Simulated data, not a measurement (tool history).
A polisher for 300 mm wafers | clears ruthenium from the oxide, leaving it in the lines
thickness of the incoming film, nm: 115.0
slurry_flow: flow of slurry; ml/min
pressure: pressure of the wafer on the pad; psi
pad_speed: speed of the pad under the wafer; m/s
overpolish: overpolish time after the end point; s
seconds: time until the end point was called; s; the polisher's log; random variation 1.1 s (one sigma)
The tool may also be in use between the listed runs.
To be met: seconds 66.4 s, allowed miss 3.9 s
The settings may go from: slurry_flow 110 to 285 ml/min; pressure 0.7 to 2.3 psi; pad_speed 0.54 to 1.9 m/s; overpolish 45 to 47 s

run,day,slurry_flow,pressure,pad_speed,overpolish,seconds
1,0,180,1.5,1.22,45,105.89
2,0.067,180,1.5,1.22,45,109.54
3,0.296,180,1.6,1.24,45,99.366
4,0.658,180,1.7,1.26,45,92.761
5,0.904,180,1.6,1.26,45,97.558
6,1.075,180,1.7,1.28,45,91.503
7,1.35,180,1.8,1.3,45,84.523
8,1.7,180,1.9,1.32,45,82.37
9,1.962,180,2,1.34,45,74.448
10,2.1,180,2.1,1.36,45,69.628

Which of these 5 next moves meets every target?
A,2.238,160,2.3,1.18,46,?
B,2.238,110,1.7,1.7,45,?
C,2.238,175,2.1,1.28,47,?
D,2.238,205,2.3,1.3,45,?
E,2.238,170,2.1,1.34,47,?

move,seconds
A,76.869
B,75.814
C,75.659
D,67.28
E,72.715
A: further off than the last run
B: further off than the last run
C: further off than the last run
D: meets every target
E: further off than the last run
The right move is D.
